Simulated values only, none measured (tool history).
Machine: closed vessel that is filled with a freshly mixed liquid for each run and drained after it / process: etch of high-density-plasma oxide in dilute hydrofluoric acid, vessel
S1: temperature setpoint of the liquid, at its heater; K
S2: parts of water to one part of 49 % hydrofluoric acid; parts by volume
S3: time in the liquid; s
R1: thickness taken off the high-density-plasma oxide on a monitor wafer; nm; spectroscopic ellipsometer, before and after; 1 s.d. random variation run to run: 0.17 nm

Run 1, day 0: S1 294.15 K, S2 65 parts by volume, S3 205 s. Result: R1 15.356 nm.
Run 2, day 0.138: S1 294.15 K, S2 55 parts by volume, S3 205 s. Result: R1 18.31 nm.
Run 3, day 0.454: S1 294.15 K, S2 55 parts by volume, S3 205 s. Result: R1 18.418 nm.
Run 4, day 0.838: S1 294.15 K, S2 55 parts by volume, S3 160 s. Result: R1 14.311 nm.
Run 5, day 1.188: S1 294.15 K, S2 75 parts by volume, S3 160 s. Result: R1 10.279 nm.
Run 6, day 1.396: S1 294.15 K, S2 75 parts by volume, S3 160 s. Result: R1 10.305 nm.
Run 7, day 1.6: S1 298.15 K, S2 50 parts by volume, S3 205 s. Result: R1 23.901 nm.
Run 8, day 1.917: S1 298.65 K, S2 45 parts by volume, S3 205 s. Result: R1 27.15 nm.
Run 9, day 1.983: S1 299.15 K, S2 40 parts by volume, S3 205 s. Result: R1 31.519 nm.
Run 10, day 2.321: S1 299.65 K, S2 35 parts by volume, S3 205 s. Result: R1 37.264 nm.
Run 11, day 2.612: S1 300.15 K, S2 35 parts by volume, S3 205 s. Result: R1 37.962 nm.
Run 12, day 2.883: S1 300.65 K, S2 35 parts by volume, S3 205 s. Result: R1 38.739 nm.
Run 13, day 3.167: S1 301.15 K, S2 35 parts by volume, S3 205 s. Result: R1 39.348 nm.
Run 14, day 3.304: S1 301.65 K, S2 30 parts by volume, S3 205 s. Result: R1 47.386 nm.
Run 15, day 3.517: S1 302.15 K, S2 30 parts by volume, S3 205 s. Result: R1 48.425 nm.

What will run 16 give?
Run 16, day 3.867: S1 302.15 K, S2 30 parts by volume, S3 205 s. Result: R1 ?.

R1: 48.398 nm
